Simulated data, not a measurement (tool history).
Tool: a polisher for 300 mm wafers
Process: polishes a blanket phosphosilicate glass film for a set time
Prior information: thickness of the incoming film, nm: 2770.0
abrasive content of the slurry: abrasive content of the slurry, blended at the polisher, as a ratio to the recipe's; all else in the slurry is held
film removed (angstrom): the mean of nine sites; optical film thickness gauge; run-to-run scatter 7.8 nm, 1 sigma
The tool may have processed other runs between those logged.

run  hour  flow of slurry (ml/min)  pressure of the wafer on the pad (psi)  speed of the pad under the wafer (m/s)  abrasive content of the slurry  polishing time (s)  film removed (angstrom)
  1   0.0                      155                                     3.2                                    1.24                            1.00                  81                   7956.5
  2   7.9                      165                                     3.3                                    1.24                            1.00                  81                   8275.8
  3  15.7                      165                                     3.3                                    1.24                            1.10                  81                   8851.1
  4  16.4                      170                                     3.3                                    1.24                            1.10                  81                   8833.1
  5  17.4                      170                                     2.8                                    1.24                            1.10                  81                   7884.4
  6  24.4                      170                                     2.8                                    1.24                            1.15                  81                   7996.3
  7  25.5                      180                                     2.9                                    1.24                            1.15                  81                   8326.6
  8  26.4                      190                                     3.0                                    1.24                            1.15                  81                   8461.4

Run 9 comes next. What will it give?
  9  29.6                      190                                     3.1                                    1.24                            1.15                  81                        ?

{"run 9": {"film removed (angstrom)": 8778.3}}
